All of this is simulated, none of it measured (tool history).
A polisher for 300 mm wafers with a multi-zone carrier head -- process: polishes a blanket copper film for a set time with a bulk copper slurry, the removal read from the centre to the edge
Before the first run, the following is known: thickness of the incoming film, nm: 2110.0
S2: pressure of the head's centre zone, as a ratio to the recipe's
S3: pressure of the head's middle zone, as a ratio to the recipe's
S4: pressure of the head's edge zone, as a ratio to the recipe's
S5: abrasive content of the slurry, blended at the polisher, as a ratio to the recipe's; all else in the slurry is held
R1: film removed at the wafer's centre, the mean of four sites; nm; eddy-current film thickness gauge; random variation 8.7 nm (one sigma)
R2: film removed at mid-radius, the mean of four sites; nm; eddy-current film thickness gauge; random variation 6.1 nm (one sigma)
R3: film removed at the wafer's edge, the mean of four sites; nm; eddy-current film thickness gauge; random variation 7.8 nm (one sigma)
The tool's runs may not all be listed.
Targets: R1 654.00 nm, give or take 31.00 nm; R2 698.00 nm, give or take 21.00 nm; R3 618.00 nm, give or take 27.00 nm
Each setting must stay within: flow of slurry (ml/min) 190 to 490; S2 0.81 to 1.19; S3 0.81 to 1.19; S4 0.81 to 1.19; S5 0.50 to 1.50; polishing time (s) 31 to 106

run 1 hour=0.0 | flow_of_slurry_(ml/min)=315 S2=1.00 S3=1.00 S4=1.00 S5=1.00 polishing_time_(s)=68 | R1=854.36 R2=893.69 R3=926.81
run 2 hour=2.7 | flow_of_slurry_(ml/min)=315 S2=1.00 S3=1.00 S4=1.00 S5=0.85 polishing_time_(s)=68 | R1=847.59 R2=853.02 R3=892.71
run 3 hour=10.9 | flow_of_slurry_(ml/min)=315 S2=1.00 S3=1.07 S4=1.00 S5=0.85 polishing_time_(s)=68 | R1=847.51 R2=906.24 R3=871.79
run 4 hour=15.1 | flow_of_slurry_(ml/min)=315 S2=1.00 S3=0.99 S4=1.00 S5=0.85 polishing_time_(s)=68 | R1=823.41 R2=848.00 R3=863.80
run 5 hour=16.1 | flow_of_slurry_(ml/min)=320 S2=0.99 S3=0.99 S4=0.97 S5=0.80 polishing_time_(s)=67 | R1=805.12 R2=826.38 R3=824.56
run 6 hour=16.8 | flow_of_slurry_(ml/min)=285 S2=0.99 S3=0.99 S4=0.97 S5=0.80 polishing_time_(s)=67 | R1=805.01 R2=814.12 R3=839.64
run 7 hour=18.8 | flow_of_slurry_(ml/min)=305 S2=0.98 S3=0.99 S4=0.95 S5=0.75 polishing_time_(s)=66 | R1=784.64 R2=784.60 R3=828.34
run 8 hour=25.1 | flow_of_slurry_(ml/min)=315 S2=0.99 S3=1.03 S4=0.96 S5=0.70 polishing_time_(s)=63 | R1=735.11 R2=775.51 R3=771.30
run 9 hour=33.0 | flow_of_slurry_(ml/min)=325 S2=1.00 S3=1.04 S4=0.95 S5=0.65 polishing_time_(s)=61 | R1=698.80 R2=739.72 R3=715.14
run 10 hour=40.3 | flow_of_slurry_(ml/min)=330 S2=1.01 S3=1.05 S4=0.94 S5=0.60 polishing_time_(s)=61 | R1=700.75 R2=736.25 R3=703.20
run 11 hour=43.1 | flow_of_slurry_(ml/min)=335 S2=1.01 S3=1.06 S4=0.93 S5=0.60 polishing_time_(s)=60 | R1=683.22 R2=727.04 R3=678.87
run 12 hour=45.5 | flow_of_slurry_(ml/min)=340 S2=1.01 S3=1.06 S4=0.92 S5=0.60 polishing_time_(s)=60 | R1=690.77 R2=720.15 R3=683.64
run 13 hour=48.9 | flow_of_slurry_(ml/min)=340 S2=1.01 S3=1.07 S4=0.91 S5=0.60 polishing_time_(s)=60 | R1=705.64 R2=747.78 R3=675.83
run 14 hour=49.7 | flow_of_slurry_(ml/min)=345 S2=1.01 S3=1.07 S4=0.90 S5=0.60 polishing_time_(s)=60 | R1=695.41 R2=722.40 R3=671.22
run 15 hour=52.2 | flow_of_slurry_(ml/min)=345 S2=1.01 S3=1.08 S4=0.89 S5=0.60 polishing_time_(s)=60 | R1=691.88 R2=743.97 R3=687.30
run 16 hour=54.3 | flow_of_slurry_(ml/min)=345 S2=1.02 S3=1.08 S4=0.89 S5=0.60 polishing_time_(s)=59 | R1=689.17 R2=729.49 R3=655.59

Exercise: of the 4 proposed moves below, exactly one satisfies all targets within the stated allowed misses. Which move is it?
run A hour=56.4 | flow_of_slurry_(ml/min)=330 S2=1.00 S3=1.05 S4=1.07 S5=0.70 polishing_time_(s)=55 | R1=? R2=? R3=?
run B hour=56.4 | flow_of_slurry_(ml/min)=325 S2=1.03 S3=1.08 S4=0.89 S5=0.60 polishing_time_(s)=62 | R1=? R2=? R3=?
run C hour=56.4 | flow_of_slurry_(ml/min)=320 S2=1.03 S3=1.11 S4=0.89 S5=0.65 polishing_time_(s)=54 | R1=? R2=? R3=?
run D hour=56.4 | flow_of_slurry_(ml/min)=330 S2=1.00 S3=1.05 S4=0.95 S5=0.65 polishing_time_(s)=59 | R1=? R2=? R3=?

move=A R1=666.41 R2=679.27 R3=708.77
move=B R1=743.72 R2=754.87 R3=704.03
move=C R1=660.04 R2=685.75 R3=624.63
move=D R1=702.11 R2=715.78 R3=704.87
A: puts the biggest miss on target and leaves a different result outside tolerance
B: further off than the last run
C: hits every target within its allowed miss
D: puts the biggest miss on target and leaves a different result outside tolerance
C is the move that brings every result within its allowed miss.

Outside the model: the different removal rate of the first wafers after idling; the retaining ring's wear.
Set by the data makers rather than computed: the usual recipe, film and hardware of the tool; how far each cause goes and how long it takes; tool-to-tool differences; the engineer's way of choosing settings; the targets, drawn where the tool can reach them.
